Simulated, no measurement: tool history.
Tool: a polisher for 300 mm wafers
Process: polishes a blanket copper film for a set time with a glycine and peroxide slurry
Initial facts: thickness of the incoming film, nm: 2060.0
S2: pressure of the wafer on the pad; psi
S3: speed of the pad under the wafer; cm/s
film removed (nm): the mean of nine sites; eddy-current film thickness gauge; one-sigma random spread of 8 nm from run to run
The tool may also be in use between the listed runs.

run 1 hour=0 | flow_of_slurry_(ml/min)=135 S2=3.1 S3=86 polishing_time_(s)=112 | film_removed_(nm)=497.28
run 2 hour=5.4 | flow_of_slurry_(ml/min)=145 S2=3.1 S3=86 polishing_time_(s)=112 | film_removed_(nm)=509.33
run 3 hour=7.8 | flow_of_slurry_(ml/min)=150 S2=3.4 S3=86 polishing_time_(s)=112 | film_removed_(nm)=535.09
run 4 hour=9 | flow_of_slurry_(ml/min)=150 S2=3.4 S3=86 polishing_time_(s)=112 | film_removed_(nm)=541.9
run 5 hour=12.2 | flow_of_slurry_(ml/min)=150 S2=3.4 S3=96 polishing_time_(s)=112 | film_removed_(nm)=594.47
run 6 hour=13 | flow_of_slurry_(ml/min)=150 S2=3.7 S3=96 polishing_time_(s)=112 | film_removed_(nm)=629.67
run 7 hour=14.8 | flow_of_slurry_(ml/min)=150 S2=3.7 S3=96 polishing_time_(s)=112 | film_removed_(nm)=628.77

Estimate the outcome of run 8 from the log above:
run 8 hour=16.8 | flow_of_slurry_(ml/min)=150 S2=3.9 S3=96 polishing_time_(s)=112 | film_removed_(nm)=?

Run 8 yielded film removed (nm) 654.53.
